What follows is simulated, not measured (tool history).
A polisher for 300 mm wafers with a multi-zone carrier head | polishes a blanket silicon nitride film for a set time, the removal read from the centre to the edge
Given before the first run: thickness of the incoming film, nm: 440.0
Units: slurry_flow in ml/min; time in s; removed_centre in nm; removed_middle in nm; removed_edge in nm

run  hour  slurry_flow  centre_zone  middle_zone  edge_zone  time  removed_centre  removed_middle  removed_edge
  1   0.0          280         1.00         1.00       1.00    68          97.794          94.536        96.745
  2   8.5          275         0.96         1.00       0.99    65          86.673          91.897        92.269
  3  14.2          275         0.96         1.00       0.99    75         101.090         105.670       105.740
  4  15.0          275         0.96         1.00       1.05    75         100.200         107.130       110.390
  5  17.9          275         0.94         0.99       1.01    71          93.595         101.130       101.900
  6  24.2          275         0.94         0.99       1.06    71          93.146          99.895       105.420
  7  29.4          270         0.92         0.98       1.03    67          87.166          94.297        96.210
  8  34.5          265         0.90         0.97       1.02    64          81.567          88.119        91.939
  9  40.2          265         0.83         1.02       0.92    52          61.419          74.150        69.865

For run 10, what comes out?
 10  49.2          270         0.84         1.02       0.94    52               ?               ?             ?

removed_centre: 61.497 nm
removed_middle: 74.200 nm
removed_edge: 72.402 nm
